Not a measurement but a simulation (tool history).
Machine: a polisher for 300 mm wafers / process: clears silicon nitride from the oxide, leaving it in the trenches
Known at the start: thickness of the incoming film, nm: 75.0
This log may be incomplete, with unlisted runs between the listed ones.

| run | hour | flow of slurry (ml/min) | pressure of the wafer on the pad (psi) | speed of the pad under the wafer (m/s) | overpolish time after the end point (s) | time until the end point was called (s) |
|---|---|---|---|---|---|---|
| 1 | 0 | 220 | 2.1 | 1.22 | 19 | 109.54 |
| 2 | 0.8 | 250 | 2.1 | 1.22 | 19 | 106.54 |
| 3 | 1.7 | 250 | 2.3 | 1.26 | 19 | 97.68 |
| 4 | 10 | 250 | 2.3 | 1.26 | 20 | 95.845 |
| 5 | 15.7 | 250 | 2.3 | 1.02 | 20 | 117.41 |
| 6 | 24.2 | 250 | 2.3 | 1.02 | 20 | 119.03 |
| 7 | 28.2 | 250 | 2.5 | 1.12 | 20 | 100.92 |
| 8 | 32.4 | 250 | 2.6 | 1.22 | 20 | 85.793 |
| 9 | 41 | 250 | 2.6 | 1.22 | 20 | 88.27 |
| 10 | 47.3 | 250 | 2.7 | 1.28 | 20 | 82.59 |
| 11 | 49.3 | 250 | 2.8 | 1.34 | 20 | 74.559 |
| 12 | 56.1 | 250 | 2.9 | 1.38 | 20 | 69.924 |
| 13 | 62.9 | 250 | 3 | 1.42 | 20 | 65.349 |
| 14 | 71.6 | 250 | 3 | 1.46 | 20 | 65.103 |
| 15 | 73.6 | 250 | 3 | 1.5 | 20 | 62.332 |
| 16 | 76.5 | 250 | 3 | 1.52 | 20 | 61.517 |

Forecast run 17:
| 17 | 79.2 | 250 | 3 | 1.54 | 20 | ? |

{"run 17": {"time until the end point was called (s)": 60.645}}
